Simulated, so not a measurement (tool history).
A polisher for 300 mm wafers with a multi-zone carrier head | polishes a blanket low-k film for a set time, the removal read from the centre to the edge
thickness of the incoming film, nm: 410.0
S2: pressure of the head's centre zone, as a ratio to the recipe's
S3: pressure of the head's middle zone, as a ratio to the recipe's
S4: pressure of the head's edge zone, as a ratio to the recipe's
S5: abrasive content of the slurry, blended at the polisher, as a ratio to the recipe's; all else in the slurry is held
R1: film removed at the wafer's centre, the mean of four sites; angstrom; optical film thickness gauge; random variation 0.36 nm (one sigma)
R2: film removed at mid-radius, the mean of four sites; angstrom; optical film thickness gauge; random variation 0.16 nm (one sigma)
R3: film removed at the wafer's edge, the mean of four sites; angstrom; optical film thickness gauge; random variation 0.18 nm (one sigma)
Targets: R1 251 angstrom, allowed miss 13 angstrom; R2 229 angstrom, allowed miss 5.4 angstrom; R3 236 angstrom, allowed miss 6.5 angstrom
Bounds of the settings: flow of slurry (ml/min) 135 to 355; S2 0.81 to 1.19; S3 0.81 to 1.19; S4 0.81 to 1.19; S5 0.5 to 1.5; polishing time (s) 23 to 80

run 1 hour=0 | flow_of_slurry_(ml/min)=225 S2=1 S3=1 S4=1 S5=1 polishing_time_(s)=51 | R1=188.79 R2=183.4 R3=185.17
run 2 hour=7.6 | flow_of_slurry_(ml/min)=225 S2=1.07 S3=1 S4=1 S5=1 polishing_time_(s)=51 | R1=198.46 R2=184.21 R3=184.58
run 3 hour=9.1 | flow_of_slurry_(ml/min)=225 S2=1.07 S3=1 S4=1 S5=1 polishing_time_(s)=40 | R1=159.46 R2=142.35 R3=143.83
run 4 hour=11.2 | flow_of_slurry_(ml/min)=240 S2=1.08 S3=1.01 S4=1.04 S5=1.15 polishing_time_(s)=42 | R1=185.92 R2=165.07 R3=167.12
run 5 hour=14.7 | flow_of_slurry_(ml/min)=240 S2=1.16 S3=1.01 S4=1.04 S5=1.15 polishing_time_(s)=42 | R1=189.92 R2=164.67 R3=167.94
run 6 hour=16.7 | flow_of_slurry_(ml/min)=240 S2=1.16 S3=1.07 S4=1.04 S5=1.15 polishing_time_(s)=42 | R1=200.68 R2=172.87 R3=168.43
run 7 hour=18.1 | flow_of_slurry_(ml/min)=275 S2=1.1 S3=1.09 S4=1.14 S5=1.4 polishing_time_(s)=47 | R1=230.36 R2=212.26 R3=212.78
run 8 hour=27.1 | flow_of_slurry_(ml/min)=275 S2=1.1 S3=1.09 S4=1.15 S5=1.45 polishing_time_(s)=48 | R1=235.81 R2=222.88 R3=221.25
run 9 hour=34.5 | flow_of_slurry_(ml/min)=280 S2=1.11 S3=1.08 S4=1.16 S5=1.45 polishing_time_(s)=48 | R1=231.07 R2=221.5 R3=224.28
run 10 hour=42 | flow_of_slurry_(ml/min)=280 S2=1.13 S3=1.07 S4=1.16 S5=1.45 polishing_time_(s)=48 | R1=243.07 R2=222.26 R3=223.28
run 11 hour=48.1 | flow_of_slurry_(ml/min)=285 S2=1.13 S3=1.06 S4=1.17 S5=1.45 polishing_time_(s)=48 | R1=236.8 R2=216.77 R3=225.17
run 12 hour=48.7 | flow_of_slurry_(ml/min)=290 S2=1.14 S3=1.07 S4=1.18 S5=1.45 polishing_time_(s)=48 | R1=248.09 R2=219.74 R3=226.88

Which of these 4 next moves meets every target?
run A hour=49.3 | flow_of_slurry_(ml/min)=260 S2=1.07 S3=0.99 S4=1.19 S5=1.45 polishing_time_(s)=51 | R1=? R2=? R3=?
run B hour=49.3 | flow_of_slurry_(ml/min)=280 S2=1.11 S3=1.01 S4=1.16 S5=1.45 polishing_time_(s)=46 | R1=? R2=? R3=?
run C hour=49.3 | flow_of_slurry_(ml/min)=325 S2=1.13 S3=1.14 S4=1.08 S5=1.5 polishing_time_(s)=48 | R1=? R2=? R3=?
run D hour=49.3 | flow_of_slurry_(ml/min)=265 S2=1.1 S3=1.03 S4=1.16 S5=1.35 polishing_time_(s)=53 | R1=? R2=? R3=?

move=A R1=246.69 R2=221.96 R3=239.05
move=B R1=232.97 R2=204.24 R3=214.72
move=C R1=255 R2=236.22 R3=223.08
move=D R1=256.73 R2=229.99 R3=239.2
A: nearer than the last run, and not there yet
B: further off than the last run
C: takes the result that was furthest off past its target
D: meets every target
Move D is the one to make.
